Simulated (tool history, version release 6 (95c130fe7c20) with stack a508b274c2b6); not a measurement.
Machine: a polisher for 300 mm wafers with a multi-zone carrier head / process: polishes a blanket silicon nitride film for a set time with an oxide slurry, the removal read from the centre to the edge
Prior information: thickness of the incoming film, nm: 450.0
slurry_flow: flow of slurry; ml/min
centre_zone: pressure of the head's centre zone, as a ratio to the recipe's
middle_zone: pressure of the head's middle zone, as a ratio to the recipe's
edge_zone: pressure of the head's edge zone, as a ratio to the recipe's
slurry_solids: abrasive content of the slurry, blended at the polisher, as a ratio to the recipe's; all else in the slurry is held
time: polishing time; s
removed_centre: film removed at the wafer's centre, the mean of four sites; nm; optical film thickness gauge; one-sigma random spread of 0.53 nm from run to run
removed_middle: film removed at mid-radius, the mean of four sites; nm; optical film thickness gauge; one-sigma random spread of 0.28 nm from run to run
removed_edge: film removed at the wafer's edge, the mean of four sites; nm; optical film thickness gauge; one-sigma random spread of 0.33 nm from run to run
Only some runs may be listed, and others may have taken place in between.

run  hour  slurry_flow  centre_zone  middle_zone  edge_zone  slurry_solids  time  removed_centre  removed_middle  removed_edge
  1   0.0          295         1.00         1.00       1.00           1.00    65          58.872          62.104        59.227
  2   1.5          265         1.00         1.00       1.00           1.00    65          58.518          60.168        58.478
  3   4.8          315         1.00         1.00       1.00           1.00    65          59.755          61.636        59.845
  4   5.5          315         1.00         1.00       0.92           1.00    65          58.152          60.885        57.818
  5   7.7          295         1.01         0.96       0.89           0.85    62          52.525          51.815        49.514
  6   8.6          295         1.01         0.96       0.89           0.85    70          59.132          59.354        56.254
  7  13.7          285         0.99         0.91       0.89           0.75    66          50.713          50.157        49.515
  8  17.8          275         0.99         0.88       0.89           0.65    64          46.966          43.391        44.156
  9  26.2          265         0.97         0.86       0.88           0.60    64          42.926          40.677        41.573
 10  34.8          250         0.97         0.84       0.88           0.60    64          42.631          40.904        41.589
 11  38.0          250         0.97         0.84       0.88           0.60    64          42.200          40.946        41.906
 12  46.2          260         0.97         0.83       0.88           0.55    63          39.940          37.651        39.357

For run 13, what comes out?
 13  49.2          260         0.97         0.82       0.88           0.55    63               ?               ?             ?

{"run 13": {"removed_centre": 39.343, "removed_middle": 37.63, "removed_edge": 38.831}}

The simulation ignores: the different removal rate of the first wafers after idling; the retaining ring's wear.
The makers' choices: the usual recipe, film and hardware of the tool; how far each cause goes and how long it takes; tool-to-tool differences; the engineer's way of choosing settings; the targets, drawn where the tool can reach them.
